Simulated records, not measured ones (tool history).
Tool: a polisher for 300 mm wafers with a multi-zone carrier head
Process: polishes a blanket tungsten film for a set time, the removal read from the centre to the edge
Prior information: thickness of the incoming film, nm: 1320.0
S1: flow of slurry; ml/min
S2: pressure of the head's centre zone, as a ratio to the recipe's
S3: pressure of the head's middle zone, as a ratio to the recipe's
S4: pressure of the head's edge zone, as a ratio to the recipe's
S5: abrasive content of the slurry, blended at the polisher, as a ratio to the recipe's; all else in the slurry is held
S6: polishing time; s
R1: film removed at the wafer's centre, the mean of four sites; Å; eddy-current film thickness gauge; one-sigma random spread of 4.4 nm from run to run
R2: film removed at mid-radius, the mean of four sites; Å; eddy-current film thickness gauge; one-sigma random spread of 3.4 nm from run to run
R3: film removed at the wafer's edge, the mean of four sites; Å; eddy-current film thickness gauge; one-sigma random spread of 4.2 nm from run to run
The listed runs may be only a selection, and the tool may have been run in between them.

Run 1, hour 0.0: S1 185 ml/min, S2 1.00, S3 1.00, S4 1.00, S5 1.00, S6 79 s. Result: R1 4683.5 Å, R2 4690.7 Å, R3 4651.3 Å.
Run 2, hour 5.8: S1 185 ml/min, S2 1.00, S3 1.00, S4 1.00, S5 1.00, S6 89 s. Result: R1 5307.0 Å, R2 5198.9 Å, R3 5222.2 Å.
Run 3, hour 12.6: S1 165 ml/min, S2 1.00, S3 1.00, S4 1.00, S5 1.00, S6 89 s. Result: R1 5103.6 Å, R2 5040.3 Å, R3 5194.7 Å.
Run 4, hour 16.8: S1 165 ml/min, S2 1.00, S3 1.05, S4 1.00, S5 1.00, S6 89 s. Result: R1 5227.3 Å, R2 5321.6 Å, R3 5118.1 Å.
Run 5, hour 21.4: S1 165 ml/min, S2 1.00, S3 1.05, S4 1.06, S5 1.00, S6 89 s. Result: R1 5168.3 Å, R2 5420.3 Å, R3 5298.4 Å.
Run 6, hour 29.0: S1 165 ml/min, S2 0.98, S3 1.02, S4 1.02, S5 0.85, S6 84 s. Result: R1 4603.4 Å, R2 4690.7 Å, R3 4632.3 Å.
Run 7, hour 35.4: S1 160 ml/min, S2 0.95, S3 1.00, S4 0.99, S5 0.75, S6 83 s. Result: R1 4157.4 Å, R2 4413.9 Å, R3 4355.0 Å.
Run 8, hour 37.5: S1 155 ml/min, S2 0.95, S3 0.97, S4 0.96, S5 0.65, S6 83 s. Result: R1 3950.0 Å, R2 4034.0 Å, R3 4060.0 Å.

Predict the results of run 9:
At hour 42.4: edge zone pressure recalibrated.
Run 9, hour 42.4: S1 130 ml/min, S2 0.90, S3 0.92, S4 0.88, S5 0.60, S6 83 s. Result: R1 ?, R2 ?, R3 ?.

Run 9 produced R1 3552.1 Å, R2 3637.4 Å, R3 3930.6 Å.

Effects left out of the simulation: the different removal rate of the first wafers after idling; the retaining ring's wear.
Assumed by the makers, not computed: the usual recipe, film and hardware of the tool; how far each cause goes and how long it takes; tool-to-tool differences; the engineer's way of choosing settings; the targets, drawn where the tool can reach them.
